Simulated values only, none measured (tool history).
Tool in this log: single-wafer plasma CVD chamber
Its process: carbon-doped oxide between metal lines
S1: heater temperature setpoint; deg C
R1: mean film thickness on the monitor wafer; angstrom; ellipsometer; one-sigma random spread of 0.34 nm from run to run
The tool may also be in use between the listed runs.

{"run": 1, "day": 0.0, "S1": 330, "chamber pressure (mTorr)": 3590, "RF power (W)": 580, "deposition time (s)": 14.6, "R1": 795.55}
{"run": 2, "day": 0.304, "S1": 330, "chamber pressure (mTorr)": 3590, "RF power (W)": 540, "deposition time (s)": 14.6, "R1": 735.27}
{"run": 3, "day": 0.671, "S1": 330, "chamber pressure (mTorr)": 3180, "RF power (W)": 540, "deposition time (s)": 14.6, "R1": 732.68}
{"run": 4, "day": 1.017, "S1": 330, "chamber pressure (mTorr)": 2700, "RF power (W)": 540, "deposition time (s)": 14.6, "R1": 716.27}
{"run": 5, "day": 1.158, "S1": 335, "chamber pressure (mTorr)": 2510, "RF power (W)": 510, "deposition time (s)": 14.6, "R1": 669.77}
{"run": 6, "day": 1.217, "S1": 339, "chamber pressure (mTorr)": 2390, "RF power (W)": 490, "deposition time (s)": 14.6, "R1": 629.61}
{"run": 7, "day": 1.296, "S1": 342, "chamber pressure (mTorr)": 2320, "RF power (W)": 490, "deposition time (s)": 14.6, "R1": 618.72}
{"run": 8, "day": 1.625, "S1": 344, "chamber pressure (mTorr)": 2270, "RF power (W)": 490, "deposition time (s)": 14.6, "R1": 617.31}
{"run": 9, "day": 1.8, "S1": 346, "chamber pressure (mTorr)": 2230, "RF power (W)": 485, "deposition time (s)": 14.6, "R1": 609.75}
{"run": 10, "day": 2.004, "S1": 351, "chamber pressure (mTorr)": 2150, "RF power (W)": 465, "deposition time (s)": 14.6, "R1": 568.2}
{"run": 11, "day": 2.146, "S1": 349, "chamber pressure (mTorr)": 2190, "RF power (W)": 465, "deposition time (s)": 14.6, "R1": 567.84}

What will run 12 give?
{"run": 12, "day": 2.267, "S1": 347, "chamber pressure (mTorr)": 2210, "RF power (W)": 465, "deposition time (s)": 14.6, "R1": "?"}

Run 12 came out at R1 565.84 angstrom.
